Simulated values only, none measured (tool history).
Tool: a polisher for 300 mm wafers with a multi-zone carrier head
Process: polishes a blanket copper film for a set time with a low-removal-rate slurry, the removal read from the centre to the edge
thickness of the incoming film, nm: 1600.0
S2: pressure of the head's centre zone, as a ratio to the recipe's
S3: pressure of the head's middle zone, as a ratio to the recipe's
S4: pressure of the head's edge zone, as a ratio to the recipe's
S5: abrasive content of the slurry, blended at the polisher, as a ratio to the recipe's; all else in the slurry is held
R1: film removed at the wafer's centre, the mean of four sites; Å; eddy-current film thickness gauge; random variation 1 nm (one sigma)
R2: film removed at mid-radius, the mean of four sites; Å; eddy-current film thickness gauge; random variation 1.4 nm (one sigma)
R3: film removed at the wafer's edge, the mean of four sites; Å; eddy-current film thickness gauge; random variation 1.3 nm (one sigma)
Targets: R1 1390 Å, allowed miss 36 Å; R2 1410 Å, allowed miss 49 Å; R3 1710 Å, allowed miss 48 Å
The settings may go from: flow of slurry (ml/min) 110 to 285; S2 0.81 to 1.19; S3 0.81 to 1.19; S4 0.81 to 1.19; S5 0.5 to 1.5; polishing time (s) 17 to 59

{"run": 1, "day": 0.0, "flow of slurry (ml/min)": 180, "S2": 1, "S3": 1, "S4": 1, "S5": 1, "polishing time (s)": 38, "R1": 1639.9, "R2": 1646.8, "R3": 1681.9}
{"run": 2, "day": 0.15, "flow of slurry (ml/min)": 180, "S2": 1, "S3": 1, "S4": 1, "S5": 0.85, "polishing time (s)": 38, "R1": 1532.1, "R2": 1572.7, "R3": 1612.3}
{"run": 3, "day": 0.529, "flow of slurry (ml/min)": 135, "S2": 1, "S3": 1, "S4": 1, "S5": 0.85, "polishing time (s)": 38, "R1": 1487.5, "R2": 1515.3, "R3": 1550}
{"run": 4, "day": 0.762, "flow of slurry (ml/min)": 135, "S2": 1.07, "S3": 1, "S4": 1, "S5": 0.85, "polishing time (s)": 38, "R1": 1592, "R2": 1496.7, "R3": 1542.4}
{"run": 5, "day": 1.033, "flow of slurry (ml/min)": 135, "S2": 1.07, "S3": 1, "S4": 1.08, "S5": 0.85, "polishing time (s)": 38, "R1": 1590.3, "R2": 1498.7, "R3": 1606}
{"run": 6, "day": 1.358, "flow of slurry (ml/min)": 135, "S2": 1.07, "S3": 1, "S4": 1.08, "S5": 0.85, "polishing time (s)": 46, "R1": 1912.3, "R2": 1864.9, "R3": 1945.4}
{"run": 7, "day": 1.467, "flow of slurry (ml/min)": 130, "S2": 1.03, "S3": 0.96, "S4": 1.08, "S5": 0.75, "polishing time (s)": 46, "R1": 1762.3, "R2": 1692.5, "R3": 1861.2}
{"run": 8, "day": 1.704, "flow of slurry (ml/min)": 125, "S2": 0.98, "S3": 0.93, "S4": 1.07, "S5": 0.7, "polishing time (s)": 46, "R1": 1637.8, "R2": 1609, "R3": 1776.8}
{"run": 9, "day": 2.079, "flow of slurry (ml/min)": 120, "S2": 0.95, "S3": 0.91, "S4": 1.09, "S5": 0.7, "polishing time (s)": 46, "R1": 1558.9, "R2": 1591.7, "R3": 1813.9}
{"run": 10, "day": 2.342, "flow of slurry (ml/min)": 120, "S2": 0.93, "S3": 0.89, "S4": 1.08, "S5": 0.7, "polishing time (s)": 46, "R1": 1516.7, "R2": 1570.7, "R3": 1812.7}
{"run": 11, "day": 2.454, "flow of slurry (ml/min)": 120, "S2": 0.93, "S3": 0.89, "S4": 1.08, "S5": 0.7, "polishing time (s)": 46, "R1": 1515, "R2": 1571.4, "R3": 1813.5}
{"run": 12, "day": 2.679, "flow of slurry (ml/min)": 120, "S2": 0.92, "S3": 0.87, "S4": 1.08, "S5": 0.65, "polishing time (s)": 46, "R1": 1483.1, "R2": 1502.3, "R3": 1780.2}
{"run": 13, "day": 2.896, "flow of slurry (ml/min)": 120, "S2": 0.91, "S3": 0.86, "S4": 1.07, "S5": 0.65, "polishing time (s)": 46, "R1": 1448.8, "R2": 1485.6, "R3": 1762.5}
{"run": 14, "day": 3.017, "flow of slurry (ml/min)": 120, "S2": 0.91, "S3": 0.85, "S4": 1.06, "S5": 0.65, "polishing time (s)": 46, "R1": 1459.8, "R2": 1472, "R3": 1749.2}
{"run": 15, "day": 3.05, "flow of slurry (ml/min)": 110, "S2": 0.87, "S3": 0.82, "S4": 1.04, "S5": 0.6, "polishing time (s)": 46, "R1": 1343.8, "R2": 1404.3, "R3": 1686.3}
{"run": 16, "day": 3.233, "flow of slurry (ml/min)": 115, "S2": 0.87, "S3": 0.82, "S4": 1.04, "S5": 0.6, "polishing time (s)": 46, "R1": 1346.6, "R2": 1405.8, "R3": 1698.8}
{"run": 17, "day": 3.367, "flow of slurry (ml/min)": 115, "S2": 0.87, "S3": 0.82, "S4": 1.04, "S5": 0.6, "polishing time (s)": 46, "R1": 1351.4, "R2": 1414.1, "R3": 1697.4}

4 next moves are on the table. One of them brings every result within its allowed miss. Which?
{"run": "A", "day": 3.5, "flow of slurry (ml/min)": 155, "S2": 0.9, "S3": 0.84, "S4": 1.14, "S5": 0.65, "polishing time (s)": 42, "R1": "?", "R2": "?", "R3": "?"}
{"run": "B", "day": 3.5, "flow of slurry (ml/min)": 120, "S2": 0.84, "S3": 0.92, "S4": 1.01, "S5": 0.65, "polishing time (s)": 45, "R1": "?", "R2": "?", "R3": "?"}
{"run": "C", "day": 3.5, "flow of slurry (ml/min)": 125, "S2": 0.85, "S3": 0.85, "S4": 1.14, "S5": 0.7, "polishing time (s)": 42, "R1": "?", "R2": "?", "R3": "?"}
{"run": "D", "day": 3.5, "flow of slurry (ml/min)": 130, "S2": 0.83, "S3": 0.92, "S4": 0.93, "S5": 0.6, "polishing time (s)": 45, "R1": "?", "R2": "?", "R3": "?"}

move=A R1=1388.8 R2=1404.5 R3=1701.7
move=B R1=1323.3 R2=1530 R3=1678
move=C R1=1287.5 R2=1396.7 R3=1695.7
move=D R1=1296.8 R2=1514.9 R3=1600.1
A: meets every target
B: further off than the last run
C: further off than the last run
D: further off than the last run
The right move is A.
